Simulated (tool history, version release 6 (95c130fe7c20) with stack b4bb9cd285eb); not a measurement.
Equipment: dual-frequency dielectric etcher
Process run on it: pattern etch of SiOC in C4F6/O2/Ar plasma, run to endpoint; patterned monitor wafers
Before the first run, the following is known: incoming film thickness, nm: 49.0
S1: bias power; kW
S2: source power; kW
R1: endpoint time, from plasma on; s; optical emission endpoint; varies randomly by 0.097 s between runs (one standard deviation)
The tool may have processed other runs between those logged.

| run | hour | S1 | S2 | R1 |
|---|---|---|---|---|
| 1 | 0 | 0.507 | 0.39 | 16.36 |
| 2 | 7.3 | 0.538 | 0.4 | 15.86 |
| 3 | 13.2 | 0.489 | 0.4 | 16.414 |
| 4 | 18.6 | 0.521 | 0.41 | 16.044 |
| 5 | 23.1 | 0.521 | 0.45 | 15.877 |
| 6 | 30.2 | 0.551 | 0.46 | 15.611 |
| 7 | 31 | 0.582 | 0.47 | 15.049 |
| 8 | 35.7 | 0.596 | 0.47 | 15.078 |
| 9 | 39.6 | 0.596 | 0.47 | 14.955 |
| 10 | 46.6 | 0.609 | 0.47 | 14.969 |

For run 11, what comes out?
| 11 | 52 | 0.624 | 0.48 | ? |

{"run 11": {"R1": 14.661}}
